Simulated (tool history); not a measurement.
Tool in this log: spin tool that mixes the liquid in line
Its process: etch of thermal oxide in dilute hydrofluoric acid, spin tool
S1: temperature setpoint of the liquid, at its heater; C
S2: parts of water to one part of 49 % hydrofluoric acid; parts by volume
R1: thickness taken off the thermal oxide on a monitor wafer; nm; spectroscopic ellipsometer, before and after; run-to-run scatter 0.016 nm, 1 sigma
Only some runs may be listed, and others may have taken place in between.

{"run": 1, "hour": 0.0, "S1": 25, "S2": 160, "time under the liquid (s)": 95, "R1": 2.4734}
{"run": 2, "hour": 0.6, "S1": 25, "S2": 190, "time under the liquid (s)": 95, "R1": 1.9941}
{"run": 3, "hour": 2.8, "S1": 24, "S2": 190, "time under the liquid (s)": 95, "R1": 1.9135}
{"run": 4, "hour": 4.5, "S1": 25.5, "S2": 190, "time under the liquid (s)": 95, "R1": 2.0596}
{"run": 5, "hour": 8.5, "S1": 24.5, "S2": 190, "time under the liquid (s)": 95, "R1": 1.9588}
{"run": 6, "hour": 16.5, "S1": 26.5, "S2": 190, "time under the liquid (s)": 95, "R1": 2.1011}
{"run": 7, "hour": 19.8, "S1": 25, "S2": 190, "time under the liquid (s)": 95, "R1": 1.9991}
{"run": 8, "hour": 24.7, "S1": 24, "S2": 190, "time under the liquid (s)": 95, "R1": 1.9245}

Estimate the outcome of run 9 from the log above:
{"run": 9, "hour": 26.1, "S1": 23.5, "S2": 190, "time under the liquid (s)": 95, "R1": "?"}

{"run 9": {"R1": 1.8761}}
